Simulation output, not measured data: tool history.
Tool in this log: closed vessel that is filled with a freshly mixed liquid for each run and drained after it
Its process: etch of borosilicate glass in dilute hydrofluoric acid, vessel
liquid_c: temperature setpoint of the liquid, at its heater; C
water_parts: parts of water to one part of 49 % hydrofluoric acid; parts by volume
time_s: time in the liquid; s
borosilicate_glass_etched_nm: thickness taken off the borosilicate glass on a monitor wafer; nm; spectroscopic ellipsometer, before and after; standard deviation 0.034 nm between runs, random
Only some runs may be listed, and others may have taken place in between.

| run | day | liquid_c | water_parts | time_s | borosilicate_glass_etched_nm |
|---|---|---|---|---|---|
| 1 | 0.000 | 25.0 | 220 | 30 | 2.2374 |
| 2 | 0.346 | 25.0 | 220 | 30 | 2.2244 |
| 3 | 0.646 | 26.5 | 220 | 30 | 2.3806 |
| 4 | 0.758 | 28.0 | 190 | 30 | 2.9871 |
| 5 | 0.871 | 29.0 | 170 | 30 | 3.5032 |
| 6 | 1.075 | 29.0 | 140 | 30 | 4.5046 |
| 7 | 1.358 | 30.0 | 135 | 30 | 4.8966 |

Run 8, settings as shown, results not yet in. Your forecast:
| 8 | 1.529 | 30.0 | 135 | 30 | ? |

borosilicate_glass_etched_nm: 4.8313 nm
